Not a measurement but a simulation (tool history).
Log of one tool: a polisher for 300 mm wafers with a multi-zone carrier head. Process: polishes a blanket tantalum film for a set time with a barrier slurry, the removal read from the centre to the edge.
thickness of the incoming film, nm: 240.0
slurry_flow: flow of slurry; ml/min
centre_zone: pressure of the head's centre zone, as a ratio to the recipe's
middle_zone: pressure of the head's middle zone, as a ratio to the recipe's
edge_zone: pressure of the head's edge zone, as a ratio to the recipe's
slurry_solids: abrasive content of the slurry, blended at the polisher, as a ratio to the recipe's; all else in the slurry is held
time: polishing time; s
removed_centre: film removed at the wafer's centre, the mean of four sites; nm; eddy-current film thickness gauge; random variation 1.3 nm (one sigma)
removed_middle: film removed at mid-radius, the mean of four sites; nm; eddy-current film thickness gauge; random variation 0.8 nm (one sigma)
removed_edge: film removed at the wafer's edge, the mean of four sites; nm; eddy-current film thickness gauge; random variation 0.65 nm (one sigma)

| run | hour | slurry_flow | centre_zone | middle_zone | edge_zone | slurry_solids | time | removed_centre | removed_middle | removed_edge |
|---|---|---|---|---|---|---|---|---|---|---|
| 1 | 0.0 | 175 | 1.00 | 1.00 | 1.00 | 1.00 | 64 | 71.001 | 69.771 | 72.310 |
| 2 | 6.9 | 175 | 1.00 | 1.00 | 0.93 | 1.00 | 64 | 69.227 | 70.718 | 70.002 |
| 3 | 10.3 | 195 | 1.00 | 1.00 | 0.93 | 1.00 | 64 | 72.089 | 72.402 | 70.826 |
| 4 | 17.6 | 200 | 1.00 | 1.01 | 0.95 | 1.05 | 64 | 73.261 | 74.519 | 73.554 |
| 5 | 20.4 | 200 | 1.00 | 1.05 | 0.95 | 1.05 | 64 | 73.460 | 77.396 | 73.672 |
| 6 | 25.7 | 200 | 1.00 | 1.05 | 0.95 | 0.90 | 64 | 70.137 | 73.022 | 70.130 |
| 7 | 29.3 | 205 | 1.01 | 1.06 | 0.97 | 0.95 | 64 | 71.639 | 75.349 | 71.778 |
| 8 | 38.1 | 210 | 1.02 | 1.07 | 0.99 | 1.00 | 64 | 75.774 | 77.225 | 73.984 |

The next listed run, before its measurement:
| 9 | 41.2 | 215 | 1.02 | 1.08 | 1.01 | 1.05 | 64 | ? | ? | ? |

Run 9 gave removed_centre 77.639 nm, removed_middle 81.087 nm, removed_edge 75.877 nm.
